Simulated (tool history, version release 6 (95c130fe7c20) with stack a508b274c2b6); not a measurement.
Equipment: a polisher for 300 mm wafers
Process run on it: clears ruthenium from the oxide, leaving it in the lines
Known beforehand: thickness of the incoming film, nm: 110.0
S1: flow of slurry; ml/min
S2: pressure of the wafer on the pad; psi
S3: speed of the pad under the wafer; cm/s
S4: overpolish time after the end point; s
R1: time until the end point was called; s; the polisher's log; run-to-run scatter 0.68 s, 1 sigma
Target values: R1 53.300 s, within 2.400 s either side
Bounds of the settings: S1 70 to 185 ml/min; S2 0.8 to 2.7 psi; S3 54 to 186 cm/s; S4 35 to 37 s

run,day,S1,S2,S3,S4,R1
1,0.000,120,1.7,118,35,94.253
2,0.179,125,2.0,120,35,80.082
3,0.467,125,2.0,102,35,93.531
4,0.771,125,2.2,102,35,84.958
5,0.858,130,2.4,110,35,72.670
6,1.167,130,2.5,118,35,65.132
7,1.208,130,2.6,122,35,58.604
8,1.404,130,2.6,124,35,60.255
9,1.517,135,2.6,128,35,56.995

Pick the move, out of 5, that brings all results within their allowed miss; only one does.
A,1.629,130,2.4,136,35,?
B,1.629,140,2.4,136,37,?
C,1.629,145,2.5,120,35,?
D,1.629,175,2.3,132,35,?
E,1.629,140,2.3,152,37,?

move,R1
A,58.001
B,57.126
C,61.571
D,58.960
E,53.432
A: its largest miss is bigger than the last run's
B: roughly where the last run was
C: its largest miss is bigger than the last run's
D: its largest miss is bigger than the last run's
E: meets every target
E is the move that brings every result within its allowed miss.
